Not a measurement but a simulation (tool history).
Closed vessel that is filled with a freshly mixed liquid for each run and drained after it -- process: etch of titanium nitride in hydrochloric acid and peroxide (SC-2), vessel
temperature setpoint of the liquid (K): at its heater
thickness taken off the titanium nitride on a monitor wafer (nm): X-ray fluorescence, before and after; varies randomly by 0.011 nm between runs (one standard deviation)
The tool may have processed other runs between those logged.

run  hour  temperature setpoint of the liquid (K)  parts of water to one part each of 37 % hydrochloric acid and 30 % peroxide (parts by volume)  time in the liquid (s)  thickness taken off the titanium nitride on a monitor wafer (nm)
  1   0.0                                  329.15                                                                                             11                     130                                                            3.7578
  2   2.4                                  324.65                                                                                             11                     130                                                            2.8422
  3   9.3                                  321.15                                                                                             11                     130                                                            2.2469
  4  10.8                                  318.15                                                                                             11                     130                                                            1.8003
  5  14.1                                  317.15                                                                                             11                     130                                                            1.7037
  6  21.2                                  313.15                                                                                             11                     130                                                            1.2912
  7  29.4                                  314.15                                                                                             11                     130                                                            1.3925

Run 8 comes next. What will it give?
     36.7  -- chemicals flow meter replaced
  8  36.7                                  314.65                                                                                             11                     130                                                                 ?

Run 8 gave thickness taken off the titanium nitride on a monitor wafer (nm) 1.3103.
